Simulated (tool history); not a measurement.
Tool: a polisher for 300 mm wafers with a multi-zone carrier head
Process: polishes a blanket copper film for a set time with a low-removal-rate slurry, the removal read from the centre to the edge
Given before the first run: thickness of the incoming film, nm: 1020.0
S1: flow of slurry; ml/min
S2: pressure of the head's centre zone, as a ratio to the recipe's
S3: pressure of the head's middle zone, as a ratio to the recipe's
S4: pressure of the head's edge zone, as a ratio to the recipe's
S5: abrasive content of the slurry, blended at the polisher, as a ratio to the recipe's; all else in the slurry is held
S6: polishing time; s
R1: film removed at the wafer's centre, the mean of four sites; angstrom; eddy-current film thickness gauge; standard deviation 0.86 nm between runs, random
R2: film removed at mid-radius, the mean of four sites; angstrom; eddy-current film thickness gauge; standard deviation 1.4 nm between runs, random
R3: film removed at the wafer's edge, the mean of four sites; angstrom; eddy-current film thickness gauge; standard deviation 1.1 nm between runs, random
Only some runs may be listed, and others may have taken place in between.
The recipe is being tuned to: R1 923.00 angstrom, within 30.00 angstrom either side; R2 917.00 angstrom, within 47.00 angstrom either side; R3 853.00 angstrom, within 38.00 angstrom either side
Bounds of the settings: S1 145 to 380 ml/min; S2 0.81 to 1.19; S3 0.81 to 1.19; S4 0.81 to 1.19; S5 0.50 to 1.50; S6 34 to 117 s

run	hour	S1	S2	S3	S4	S5	S6	R1	R2	R3
1	0.0	245	1.00	1.00	1.00	1.00	75	1657.10	1601.90	1667.00
2	4.5	245	1.00	1.00	1.00	1.20	75	1754.10	1654.10	1686.30
3	8.1	230	1.01	1.02	0.96	1.10	64	1444.10	1441.70	1403.30
4	10.0	230	1.04	1.02	0.94	1.00	56	1286.10	1234.80	1202.40
5	15.7	235	1.05	1.03	0.92	0.90	51	1166.30	1114.30	1055.50
6	21.9	240	1.04	1.03	0.91	0.80	50	1105.00	1056.50	990.83
7	22.9	240	1.02	1.02	0.89	0.75	50	1063.80	1029.10	967.34
8	29.8	240	1.01	1.01	0.88	0.70	50	1044.40	966.75	952.10
9	36.8	240	1.00	1.02	0.87	0.65	50	990.76	1008.70	939.16
10	41.8	240	1.00	1.01	0.86	0.60	50	981.32	960.39	902.52

Which of these 5 next moves meets every target?
A	46.8	210	1.08	1.01	0.85	0.55	49	?	?	?
B	46.8	285	1.00	1.02	0.88	0.75	44	?	?	?
C	46.8	200	1.03	1.19	0.81	0.50	49	?	?	?
D	46.8	280	1.14	1.03	0.81	0.65	46	?	?	?
E	46.8	235	0.91	0.93	0.95	0.60	51	?	?	?

move	R1	R2	R3
A	998.46	891.23	849.30
B	913.59	886.46	845.51
C	928.82	999.88	809.79
D	1052.40	902.33	824.40
E	900.65	890.99	954.31
A: lands further from the targets than the last run did
B: every result within its allowed miss
C: brings the result that was furthest off to its target, and leaves another outside
D: lands further from the targets than the last run did
E: brings the result that was furthest off to its target, and leaves another outside
B is the move that brings every result within its allowed miss.
